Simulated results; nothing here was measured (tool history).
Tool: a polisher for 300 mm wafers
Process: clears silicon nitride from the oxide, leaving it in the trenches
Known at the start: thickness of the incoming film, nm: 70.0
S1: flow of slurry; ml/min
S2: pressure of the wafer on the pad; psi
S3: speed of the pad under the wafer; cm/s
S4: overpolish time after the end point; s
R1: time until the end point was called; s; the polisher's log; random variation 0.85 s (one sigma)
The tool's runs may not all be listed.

run	hour	S1	S2	S3	S4	R1
1	0	205	2	82	11	103.86
2	1.8	240	2	82	11	103.37
3	9.7	240	2.1	82	11	97.209
4	15.1	240	2.1	82	11	97.777
5	15.8	240	2.3	82	11	92.727
6	21.5	220	2.3	82	11	91.845
7	22.2	220	2.6	82	11	82.572

Run 8 comes next. What will it give?
8	30.7	220	2.7	82	11	?

{"run 8": {"R1": 81.704}}

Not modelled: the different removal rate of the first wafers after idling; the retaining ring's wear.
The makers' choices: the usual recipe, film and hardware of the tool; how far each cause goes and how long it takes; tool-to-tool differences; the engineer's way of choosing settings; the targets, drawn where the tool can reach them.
